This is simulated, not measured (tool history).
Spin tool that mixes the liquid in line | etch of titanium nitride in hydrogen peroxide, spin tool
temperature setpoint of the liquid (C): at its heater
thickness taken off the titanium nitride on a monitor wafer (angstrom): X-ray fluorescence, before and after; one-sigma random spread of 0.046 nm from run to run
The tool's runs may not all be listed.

run,hour,temperature setpoint of the liquid (C),concentration of hydrogen peroxide in the mixed liquid (% by weight),time under the liquid (s),thickness taken off the titanium nitride on a monitor wafer (angstrom)
1,0.0,56.0,17.5,100,37.606
2,8.7,51.0,17.5,100,26.614
3,10.1,51.0,17.5,100,26.404
4,14.3,51.0,15.0,100,25.747
# hour 20.1: new drum of peroxide connected
5,20.1,51.0,12.5,100,25.093
6,29.1,52.5,12.5,100,27.956
7,35.9,54.0,12.5,100,30.802

Run 8 comes next. What will it give?
8,38.1,55.5,12.5,100,?

{"run 8": {"thickness taken off the titanium nitride on a monitor wafer (angstrom)": 34.271}}
